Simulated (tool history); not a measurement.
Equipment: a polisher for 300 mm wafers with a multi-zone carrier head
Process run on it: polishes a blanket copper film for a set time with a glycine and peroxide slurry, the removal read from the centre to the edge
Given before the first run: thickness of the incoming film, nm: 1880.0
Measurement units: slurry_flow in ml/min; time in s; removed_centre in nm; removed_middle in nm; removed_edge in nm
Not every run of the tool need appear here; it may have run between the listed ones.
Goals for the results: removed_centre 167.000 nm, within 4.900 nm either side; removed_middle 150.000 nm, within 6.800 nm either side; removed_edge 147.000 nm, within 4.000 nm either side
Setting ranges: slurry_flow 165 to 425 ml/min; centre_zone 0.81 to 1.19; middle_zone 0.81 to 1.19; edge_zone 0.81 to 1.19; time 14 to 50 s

{"run": 1, "hour": 0.0, "slurry_flow": 275, "centre_zone": 1.0, "middle_zone": 1.0, "edge_zone": 1.0, "time": 32, "removed_centre": 94.702, "removed_middle": 99.232, "removed_edge": 91.414}
{"run": 2, "hour": 4.4, "slurry_flow": 285, "centre_zone": 1.04, "middle_zone": 1.0, "edge_zone": 1.04, "time": 35, "removed_centre": 107.66, "removed_middle": 108.24, "removed_edge": 104.07}
{"run": 3, "hour": 10.2, "slurry_flow": 300, "centre_zone": 1.08, "middle_zone": 1.01, "edge_zone": 1.05, "time": 37, "removed_centre": 121.87, "removed_middle": 118.32, "removed_edge": 111.27}
{"run": 4, "hour": 15.6, "slurry_flow": 300, "centre_zone": 1.08, "middle_zone": 1.01, "edge_zone": 1.01, "time": 37, "removed_centre": 118.13, "removed_middle": 119.35, "removed_edge": 107.44}
{"run": 5, "hour": 22.6, "slurry_flow": 300, "centre_zone": 1.04, "middle_zone": 1.01, "edge_zone": 1.01, "time": 37, "removed_centre": 116.37, "removed_middle": 116.96, "removed_edge": 108.42}
{"run": 6, "hour": 23.5, "slurry_flow": 265, "centre_zone": 1.04, "middle_zone": 1.01, "edge_zone": 1.01, "time": 37, "removed_centre": 111.7, "removed_middle": 116.34, "removed_edge": 108.27}
{"run": 7, "hour": 31.4, "slurry_flow": 285, "centre_zone": 1.07, "middle_zone": 1.01, "edge_zone": 1.04, "time": 39, "removed_centre": 122.86, "removed_middle": 121.08, "removed_edge": 116.12}
{"run": 8, "hour": 32.7, "slurry_flow": 305, "centre_zone": 1.09, "middle_zone": 1.02, "edge_zone": 1.07, "time": 40, "removed_centre": 130.12, "removed_middle": 127.34, "removed_edge": 119.16}
{"hour": 38.8, "done": "worn pad replaced by a new one"}
{"run": 9, "hour": 38.8, "slurry_flow": 305, "centre_zone": 1.11, "middle_zone": 1.01, "edge_zone": 1.08, "time": 42, "removed_centre": 149.3, "removed_middle": 143.47, "removed_edge": 137.14}
{"run": 10, "hour": 44.0, "slurry_flow": 315, "centre_zone": 1.12, "middle_zone": 1.0, "edge_zone": 1.09, "time": 42, "removed_centre": 151.79, "removed_middle": 142.37, "removed_edge": 137.44}
{"run": 11, "hour": 47.0, "slurry_flow": 330, "centre_zone": 1.12, "middle_zone": 1.0, "edge_zone": 1.1, "time": 42, "removed_centre": 150.93, "removed_middle": 141.78, "removed_edge": 135.98}
{"run": 12, "hour": 49.4, "slurry_flow": 335, "centre_zone": 1.13, "middle_zone": 1.0, "edge_zone": 1.11, "time": 42, "removed_centre": 153.46, "removed_middle": 140.29, "removed_edge": 139.87}
{"run": 13, "hour": 56.2, "slurry_flow": 340, "centre_zone": 1.14, "middle_zone": 1.01, "edge_zone": 1.12, "time": 42, "removed_centre": 153.75, "removed_middle": 144.43, "removed_edge": 138.69}
{"run": 14, "hour": 57.7, "slurry_flow": 345, "centre_zone": 1.15, "middle_zone": 1.01, "edge_zone": 1.13, "time": 42, "removed_centre": 155.74, "removed_middle": 144.13, "removed_edge": 138.87}

4 candidate next runs follow, results not yet known. Just one meets every target within its allowed miss. Identify it.
{"run": "A", "hour": 59.2, "slurry_flow": 410, "centre_zone": 1.15, "middle_zone": 0.92, "edge_zone": 1.01, "time": 43, "removed_centre": "?", "removed_middle": "?", "removed_edge": "?"}
{"run": "B", "hour": 59.2, "slurry_flow": 365, "centre_zone": 1.07, "middle_zone": 1.08, "edge_zone": 1.19, "time": 42, "removed_centre": "?", "removed_middle": "?", "removed_edge": "?"}
{"run": "C", "hour": 59.2, "slurry_flow": 375, "centre_zone": 1.12, "middle_zone": 1.13, "edge_zone": 1.1, "time": 40, "removed_centre": "?", "removed_middle": "?", "removed_edge": "?"}
{"run": "D", "hour": 59.2, "slurry_flow": 380, "centre_zone": 1.18, "middle_zone": 1.03, "edge_zone": 1.16, "time": 43, "removed_centre": "?", "removed_middle": "?", "removed_edge": "?"}

move=A removed_centre=162.920 removed_middle=137.710 removed_edge=135.220
move=B removed_centre=146.670 removed_middle=152.130 removed_edge=142.170
move=C removed_centre=146.670 removed_middle=150.810 removed_edge=130.160
move=D removed_centre=166.250 removed_middle=150.140 removed_edge=144.090
A: meets the target for the result that was furthest off, but another lies outside its allowed miss
B: moves away from the targets compared with the last run
C: moves away from the targets compared with the last run
D: all results in spec
Answer: D
